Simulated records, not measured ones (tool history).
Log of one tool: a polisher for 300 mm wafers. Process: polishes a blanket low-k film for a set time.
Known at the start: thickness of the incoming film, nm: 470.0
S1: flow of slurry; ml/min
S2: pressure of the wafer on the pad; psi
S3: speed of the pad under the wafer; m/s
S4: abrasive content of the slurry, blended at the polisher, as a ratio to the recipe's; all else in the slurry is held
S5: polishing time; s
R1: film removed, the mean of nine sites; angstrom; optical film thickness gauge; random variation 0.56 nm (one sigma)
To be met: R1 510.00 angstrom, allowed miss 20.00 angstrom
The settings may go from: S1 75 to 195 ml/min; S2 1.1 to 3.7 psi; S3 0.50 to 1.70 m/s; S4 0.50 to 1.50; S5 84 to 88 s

Run 1, day 0.000: S1 125 ml/min, S2 2.4 psi, S3 1.10 m/s, S4 1.00, S5 84 s. Result: R1 402.29 angstrom.
Run 2, day 0.033: S1 155 ml/min, S2 2.4 psi, S3 1.10 m/s, S4 1.00, S5 84 s. Result: R1 416.17 angstrom.
Run 3, day 0.367: S1 155 ml/min, S2 2.4 psi, S3 1.10 m/s, S4 1.00, S5 84 s. Result: R1 413.92 angstrom.
Run 4, day 0.446: S1 155 ml/min, S2 2.4 psi, S3 1.10 m/s, S4 0.90, S5 84 s. Result: R1 395.23 angstrom.
Run 5, day 0.496: S1 155 ml/min, S2 2.4 psi, S3 1.10 m/s, S4 0.90, S5 88 s. Result: R1 408.73 angstrom.
Run 6, day 0.588: S1 155 ml/min, S2 2.5 psi, S3 1.10 m/s, S4 0.90, S5 88 s. Result: R1 425.57 angstrom.
Run 7, day 0.754: S1 155 ml/min, S2 2.6 psi, S3 1.10 m/s, S4 0.90, S5 88 s. Result: R1 444.27 angstrom.
Run 8, day 1.012: S1 155 ml/min, S2 2.7 psi, S3 1.10 m/s, S4 0.90, S5 88 s. Result: R1 454.97 angstrom.

5 next moves are on the table. One of them brings every result within its allowed miss. Which?
Run A, day 1.271: S1 145 ml/min, S2 2.8 psi, S3 1.04 m/s, S4 0.85, S5 84 s. Result: R1 ?.
Run B, day 1.271: S1 140 ml/min, S2 2.8 psi, S3 1.28 m/s, S4 0.85, S5 88 s. Result: R1 ?.
Run C, day 1.271: S1 125 ml/min, S2 2.9 psi, S3 1.36 m/s, S4 0.90, S5 88 s. Result: R1 ?.
Run D, day 1.271: S1 140 ml/min, S2 2.6 psi, S3 0.84 m/s, S4 1.05, S5 86 s. Result: R1 ?.
Run E, day 1.271: S1 150 ml/min, S2 2.6 psi, S3 1.14 m/s, S4 0.75, S5 86 s. Result: R1 ?.

move      R1
   A  417.63
   B  513.17
   C  568.18
   D  384.27
   E  388.46
A: further off than the last run
B: meets every target
C: takes the result that was furthest off past its target
D: further off than the last run
E: further off than the last run
The right move is B.
